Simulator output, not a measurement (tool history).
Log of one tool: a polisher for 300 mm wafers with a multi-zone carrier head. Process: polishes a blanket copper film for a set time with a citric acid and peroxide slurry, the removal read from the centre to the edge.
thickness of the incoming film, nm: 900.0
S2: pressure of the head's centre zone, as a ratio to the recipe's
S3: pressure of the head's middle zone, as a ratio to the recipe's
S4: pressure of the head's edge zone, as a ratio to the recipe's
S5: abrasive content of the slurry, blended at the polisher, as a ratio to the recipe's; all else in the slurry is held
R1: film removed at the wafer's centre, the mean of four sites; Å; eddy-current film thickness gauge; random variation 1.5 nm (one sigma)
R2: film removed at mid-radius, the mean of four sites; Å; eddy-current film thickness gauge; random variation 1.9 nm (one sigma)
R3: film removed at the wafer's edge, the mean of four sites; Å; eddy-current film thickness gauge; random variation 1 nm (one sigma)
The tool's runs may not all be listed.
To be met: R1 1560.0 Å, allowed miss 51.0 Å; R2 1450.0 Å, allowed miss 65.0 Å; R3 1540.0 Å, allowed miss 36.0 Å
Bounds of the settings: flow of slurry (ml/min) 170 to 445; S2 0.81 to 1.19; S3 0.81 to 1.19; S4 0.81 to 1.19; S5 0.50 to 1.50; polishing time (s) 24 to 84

run 1 hour=0.0 | flow_of_slurry_(ml/min)=285 S2=1.00 S3=1.00 S4=1.00 S5=1.00 polishing_time_(s)=54 | R1=1153.7 R2=1177.0 R3=1168.8
run 2 hour=6.3 | flow_of_slurry_(ml/min)=285 S2=1.00 S3=1.00 S4=1.05 S5=1.00 polishing_time_(s)=54 | R1=1165.2 R2=1195.0 R3=1207.2
run 3 hour=7.9 | flow_of_slurry_(ml/min)=285 S2=1.00 S3=1.03 S4=1.05 S5=1.00 polishing_time_(s)=54 | R1=1141.2 R2=1236.9 R3=1205.0
run 4 hour=16.3 | flow_of_slurry_(ml/min)=285 S2=1.00 S3=1.03 S4=0.97 S5=1.00 polishing_time_(s)=54 | R1=1154.2 R2=1211.9 R3=1162.3
run 5 hour=22.4 | flow_of_slurry_(ml/min)=285 S2=1.01 S3=1.02 S4=0.99 S5=1.05 polishing_time_(s)=55 | R1=1192.4 R2=1242.0 R3=1190.2
run 6 hour=31.3 | flow_of_slurry_(ml/min)=285 S2=1.01 S3=1.02 S4=1.05 S5=1.05 polishing_time_(s)=55 | R1=1194.8 R2=1245.3 R3=1237.9
run 7 hour=33.4 | flow_of_slurry_(ml/min)=290 S2=1.02 S3=1.02 S4=1.07 S5=1.10 polishing_time_(s)=56 | R1=1251.7 R2=1263.0 R3=1281.2
run 8 hour=39.1 | flow_of_slurry_(ml/min)=295 S2=1.03 S3=1.03 S4=1.08 S5=1.15 polishing_time_(s)=57 | R1=1295.4 R2=1348.4 R3=1338.1
run 9 hour=46.0 | flow_of_slurry_(ml/min)=300 S2=1.04 S3=1.03 S4=1.09 S5=1.20 polishing_time_(s)=57 | R1=1340.7 R2=1335.3 R3=1345.3
run 10 hour=49.6 | flow_of_slurry_(ml/min)=305 S2=1.04 S3=1.03 S4=1.10 S5=1.25 polishing_time_(s)=57 | R1=1329.1 R2=1352.1 R3=1363.3

Which of these 4 next moves meets every target?
run A hour=53.2 | flow_of_slurry_(ml/min)=280 S2=1.06 S3=1.07 S4=1.08 S5=0.95 polishing_time_(s)=54 | R1=? R2=? R3=?
run B hour=53.2 | flow_of_slurry_(ml/min)=310 S2=1.09 S3=0.97 S4=1.10 S5=1.15 polishing_time_(s)=65 | R1=? R2=? R3=?
run C hour=53.2 | flow_of_slurry_(ml/min)=365 S2=1.07 S3=1.12 S4=1.06 S5=1.15 polishing_time_(s)=49 | R1=? R2=? R3=?
run D hour=53.2 | flow_of_slurry_(ml/min)=290 S2=0.83 S3=1.08 S4=1.18 S5=1.15 polishing_time_(s)=65 | R1=? R2=? R3=?

move=A R1=1167.7 R2=1232.7 R3=1207.2
move=B R1=1513.3 R2=1436.9 R3=1543.1
move=C R1=1138.8 R2=1237.7 R3=1149.3
move=D R1=1214.5 R2=1567.9 R3=1591.6
A: further off than the last run
B: meets every target
C: further off than the last run
D: takes the result that was furthest off past its target
Answer: B

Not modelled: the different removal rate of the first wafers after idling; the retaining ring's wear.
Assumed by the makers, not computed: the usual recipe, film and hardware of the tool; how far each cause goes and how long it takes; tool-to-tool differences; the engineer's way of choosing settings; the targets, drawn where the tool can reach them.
